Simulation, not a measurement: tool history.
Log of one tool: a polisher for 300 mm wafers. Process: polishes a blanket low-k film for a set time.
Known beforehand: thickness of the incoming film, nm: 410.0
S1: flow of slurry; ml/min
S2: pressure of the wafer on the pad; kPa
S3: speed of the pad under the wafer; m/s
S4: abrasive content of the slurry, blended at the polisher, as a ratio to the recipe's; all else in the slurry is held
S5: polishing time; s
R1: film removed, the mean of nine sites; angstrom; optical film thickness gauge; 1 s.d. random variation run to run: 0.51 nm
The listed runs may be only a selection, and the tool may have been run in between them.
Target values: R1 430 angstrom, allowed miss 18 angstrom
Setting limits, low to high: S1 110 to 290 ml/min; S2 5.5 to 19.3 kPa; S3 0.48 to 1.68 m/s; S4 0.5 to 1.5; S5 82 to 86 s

run  hour   S1    S2    S3   S4  S5      R1
  1     0  185  12.4  1.08    1  82  299.02
  2   1.5  185  12.4  1.08  1.2  82     334
  3   3.7  185  12.4  1.08  1.2  86  342.35
  4  10.9  185  12.4  1.08  1.2  82   332.3
  5  15.8  230  12.4  1.08  1.2  82  335.21
  6  24.2  230  12.4  1.18  1.2  82   366.9
  7  28.9  230  13.1  1.18  1.2  82  373.71
  8  30.6  230  13.8  1.18  1.2  82   389.9
  9  38.8  230  14.5  1.18  1.2  82  404.58

4 candidate next runs follow, results not yet known. Just one meets every target within its allowed miss. Identify it.
  A    47  250  13.1  1.18     1  85   ?
  B    47  255  13.8  1.18   1.1  83   ?
  C    47  280  15.2   0.9   1.5  83   ?
  D    47  290  17.2  0.94  1.35  86   ?

move      R1
   A  354.71
   B  379.55
   C  380.85
   D  426.31
A: its largest miss is bigger than the last run's
B: its largest miss is bigger than the last run's
C: its largest miss is bigger than the last run's
D: all results in spec
D is the move that brings every result within its allowed miss.

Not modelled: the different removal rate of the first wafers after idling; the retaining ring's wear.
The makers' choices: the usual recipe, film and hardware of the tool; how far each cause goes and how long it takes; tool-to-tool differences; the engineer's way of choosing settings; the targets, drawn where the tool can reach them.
